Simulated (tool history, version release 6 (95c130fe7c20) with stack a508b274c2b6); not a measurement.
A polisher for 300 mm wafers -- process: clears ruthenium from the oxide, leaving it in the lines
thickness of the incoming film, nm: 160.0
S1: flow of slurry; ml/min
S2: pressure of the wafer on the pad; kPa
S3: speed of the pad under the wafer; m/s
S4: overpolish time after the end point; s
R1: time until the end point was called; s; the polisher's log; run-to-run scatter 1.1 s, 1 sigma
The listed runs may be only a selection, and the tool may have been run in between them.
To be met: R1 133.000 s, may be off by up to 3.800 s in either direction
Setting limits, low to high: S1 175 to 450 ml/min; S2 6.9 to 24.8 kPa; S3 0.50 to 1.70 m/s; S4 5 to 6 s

Run 1, hour 0.0: S1 290 ml/min, S2 15.9 kPa, S3 1.10 m/s, S4 6 s. Result: R1 99.254 s.
Run 2, hour 4.1: S1 290 ml/min, S2 14.5 kPa, S3 1.10 m/s, S4 6 s. Result: R1 108.610 s.
Run 3, hour 7.1: S1 290 ml/min, S2 13.8 kPa, S3 1.10 m/s, S4 6 s. Result: R1 112.380 s.
Run 4, hour 9.8: S1 290 ml/min, S2 16.5 kPa, S3 1.10 m/s, S4 6 s. Result: R1 96.465 s.
Run 5, hour 18.0: S1 290 ml/min, S2 16.5 kPa, S3 1.10 m/s, S4 6 s. Result: R1 95.816 s.
Run 6, hour 21.2: S1 290 ml/min, S2 16.5 kPa, S3 1.10 m/s, S4 6 s. Result: R1 95.022 s.
Run 7, hour 24.9: S1 290 ml/min, S2 15.2 kPa, S3 1.10 m/s, S4 6 s. Result: R1 105.060 s.
Run 8, hour 30.8: S1 285 ml/min, S2 11.0 kPa, S3 1.10 m/s, S4 6 s. Result: R1 139.470 s.
Run 9, hour 34.7: S1 290 ml/min, S2 11.0 kPa, S3 1.10 m/s, S4 6 s. Result: R1 142.070 s.

Consider the 4 candidate settings below. Which is the only one whose results all fall within their allowed miss of target?
Run A, hour 38.6: S1 255 ml/min, S2 10.3 kPa, S3 1.28 m/s, S4 6 s. Result: R1 ?.
Run B, hour 38.6: S1 285 ml/min, S2 10.3 kPa, S3 1.08 m/s, S4 5 s. Result: R1 ?.
Run C, hour 38.6: S1 175 ml/min, S2 8.3 kPa, S3 1.44 m/s, S4 5 s. Result: R1 ?.
Run D, hour 38.6: S1 310 ml/min, S2 10.3 kPa, S3 1.02 m/s, S4 6 s. Result: R1 ?.

move       R1
   A  134.150
   B  152.730
   C  156.190
   D  158.820
A: meets every target
B: the biggest miss grows against the last run
C: the biggest miss grows against the last run
D: the biggest miss grows against the last run
A meets every target.
